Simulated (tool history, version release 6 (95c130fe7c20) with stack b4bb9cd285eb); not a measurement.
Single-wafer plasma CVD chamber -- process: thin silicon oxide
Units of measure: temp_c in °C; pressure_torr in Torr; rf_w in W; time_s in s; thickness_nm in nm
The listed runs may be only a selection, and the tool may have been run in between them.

run	hour	temp_c	pressure_torr	rf_w	time_s	thickness_nm
1	0	375	0.8	295	5.17	8.9484
2	8.1	375	0.722	295	5.17	8.062
3	15.6	375	0.703	295	5.17	7.8414
4	21.7	375	0.687	295	5.17	7.6501
5	23.2	375	0.673	295	5.17	7.4691
6	24.2	375	0.662	295	5.17	7.3615
7	30.4	375	0.652	295	5.17	7.2221

What will run 8 give?
8	38	375	0.644	295	5.17	?

{"run 8": {"thickness_nm": 7.1443}}
